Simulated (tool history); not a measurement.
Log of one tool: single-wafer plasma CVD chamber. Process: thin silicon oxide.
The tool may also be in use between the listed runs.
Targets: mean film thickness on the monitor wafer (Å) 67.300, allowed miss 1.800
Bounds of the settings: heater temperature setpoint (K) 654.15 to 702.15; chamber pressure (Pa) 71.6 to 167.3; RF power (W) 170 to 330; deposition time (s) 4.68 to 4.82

run,hour,heater temperature setpoint (K),chamber pressure (Pa),RF power (W),deposition time (s),mean film thickness on the monitor wafer (Å)
1,0.0,678.15,119.5,250,4.68,81.979
2,5.5,678.15,126.7,250,4.68,86.634
3,9.4,672.15,126.7,250,4.68,86.720
4,10.0,662.15,126.7,250,4.68,87.713
5,12.7,662.15,126.7,220,4.68,82.502
6,17.4,662.15,126.7,220,4.82,84.879
7,25.9,662.15,117.5,220,4.82,80.067
8,27.4,662.15,110.3,220,4.82,75.453
9,36.0,662.15,105.9,220,4.82,72.974
10,38.5,662.15,93.3,215,4.82,64.588

Which of these 5 next moves meets every target?
A,41.0,659.15,82.4,235,4.82,?
B,41.0,663.15,87.5,225,4.68,?
C,41.0,659.15,83.1,230,4.79,?
D,41.0,660.15,89.5,200,4.82,?
E,41.0,661.15,96.9,215,4.82,?

move,mean film thickness on the monitor wafer (Å)
A,58.680
B,59.412
C,58.306
D,59.913
E,66.669
A: further off than the last run
B: further off than the last run
C: further off than the last run
D: further off than the last run
E: meets every target
Answer: E
